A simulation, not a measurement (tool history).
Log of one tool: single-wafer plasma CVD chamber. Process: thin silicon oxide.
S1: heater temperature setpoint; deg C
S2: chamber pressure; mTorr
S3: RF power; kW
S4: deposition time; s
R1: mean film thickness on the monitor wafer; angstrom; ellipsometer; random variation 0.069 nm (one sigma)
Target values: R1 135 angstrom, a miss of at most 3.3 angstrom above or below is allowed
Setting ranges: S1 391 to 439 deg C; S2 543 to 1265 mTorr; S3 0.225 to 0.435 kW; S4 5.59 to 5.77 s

Run 1, hour 0: S1 415 deg C, S2 904 mTorr, S3 0.33 kW, S4 5.59 s. Result: R1 114.49 angstrom.
Run 2, hour 6.2: S1 415 deg C, S2 922 mTorr, S3 0.33 kW, S4 5.59 s. Result: R1 115.89 angstrom.
Run 3, hour 11.2: S1 415 deg C, S2 782 mTorr, S3 0.33 kW, S4 5.59 s. Result: R1 103.59 angstrom.
Run 4, hour 19.1: S1 415 deg C, S2 909 mTorr, S3 0.33 kW, S4 5.59 s. Result: R1 114.04 angstrom.
Run 5, hour 23.3: S1 415 deg C, S2 1051 mTorr, S3 0.33 kW, S4 5.59 s. Result: R1 125.7 angstrom.
Run 6, hour 28.7: S1 423 deg C, S2 1051 mTorr, S3 0.33 kW, S4 5.59 s. Result: R1 123.27 angstrom.
Run 7, hour 37.5: S1 422 deg C, S2 1061 mTorr, S3 0.33 kW, S4 5.59 s. Result: R1 124.7 angstrom.
Run 8, hour 39.3: S1 421 deg C, S2 1070 mTorr, S3 0.33 kW, S4 5.59 s. Result: R1 125.97 angstrom.
Run 9, hour 47.4: S1 421 deg C, S2 1154 mTorr, S3 0.335 kW, S4 5.59 s. Result: R1 131.35 angstrom.

Which one of the following 5 next-run settings gets every result inside its allowed miss? There is exactly one.
Run A, hour 55.5: S1 425 deg C, S2 1162 mTorr, S3 0.325 kW, S4 5.59 s. Result: R1 ?.
Run B, hour 55.5: S1 426 deg C, S2 1184 mTorr, S3 0.315 kW, S4 5.77 s. Result: R1 ?.
Run C, hour 55.5: S1 417 deg C, S2 1140 mTorr, S3 0.32 kW, S4 5.59 s. Result: R1 ?.
Run D, hour 55.5: S1 415 deg C, S2 1085 mTorr, S3 0.335 kW, S4 5.59 s. Result: R1 ?.
Run E, hour 55.5: S1 421 deg C, S2 1142 mTorr, S3 0.31 kW, S4 5.67 s. Result: R1 ?.

move      R1
   A  129.83
   B  133.49
   C  128.39
   D   127.7
   E  128.27
A: moves away from the targets compared with the last run
B: each result inside its tolerance
C: moves away from the targets compared with the last run
D: moves away from the targets compared with the last run
E: moves away from the targets compared with the last run
B meets every target.
